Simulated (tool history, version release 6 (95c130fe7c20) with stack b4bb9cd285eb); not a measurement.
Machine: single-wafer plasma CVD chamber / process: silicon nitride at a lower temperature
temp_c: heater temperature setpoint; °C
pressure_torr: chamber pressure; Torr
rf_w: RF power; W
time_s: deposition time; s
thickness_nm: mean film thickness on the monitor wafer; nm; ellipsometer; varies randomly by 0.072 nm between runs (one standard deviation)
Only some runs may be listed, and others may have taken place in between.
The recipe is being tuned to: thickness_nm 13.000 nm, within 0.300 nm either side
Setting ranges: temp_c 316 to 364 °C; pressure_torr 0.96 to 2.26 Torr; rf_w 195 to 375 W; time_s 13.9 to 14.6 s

| run | hour | temp_c | pressure_torr | rf_w | time_s | thickness_nm |
|---|---|---|---|---|---|---|
| 1 | 0.0 | 340 | 1.61 | 285 | 14.6 | 16.697 |
| 2 | 1.2 | 340 | 1.40 | 285 | 14.6 | 16.159 |
| 3 | 2.1 | 330 | 1.40 | 285 | 14.6 | 16.191 |
| 4 | 5.3 | 330 | 1.40 | 315 | 14.6 | 17.194 |
| 5 | 10.7 | 330 | 1.35 | 300 | 14.5 | 16.374 |
| 6 | 11.9 | 320 | 1.35 | 300 | 14.5 | 16.353 |
| 7 | 19.1 | 320 | 1.31 | 285 | 14.4 | 15.855 |
|  | 21.6 | capacitance manometer re-zeroed and calibrated |
| 8 | 21.6 | 320 | 1.27 | 270 | 14.3 | 15.323 |
| 9 | 22.5 | 320 | 1.23 | 260 | 14.2 | 14.547 |
| 10 | 29.5 | 320 | 1.20 | 255 | 14.2 | 14.222 |
| 11 | 31.6 | 320 | 1.17 | 250 | 14.2 | 13.868 |
| 12 | 39.5 | 320 | 1.14 | 250 | 14.2 | 13.653 |

Exactly one of the 4 candidate moves below puts every result within its allowed miss. Which one?
| A | 47.4 | 318 | 0.96 | 255 | 13.9 | ? |
| B | 47.4 | 316 | 1.57 | 215 | 14.6 | ? |
| C | 47.4 | 321 | 1.25 | 240 | 14.1 | ? |
| D | 47.4 | 319 | 1.31 | 250 | 14.3 | ? |

| move | thickness_nm |
|---|---|
| A | 13.093 |
| B | 13.736 |
| C | 13.610 |
| D | 14.425 |
A: every result within its allowed miss
B: misses by more than the last run did
C: gains on the last run, yet a result remains outside its allowed miss
D: misses by more than the last run did
Answer: A
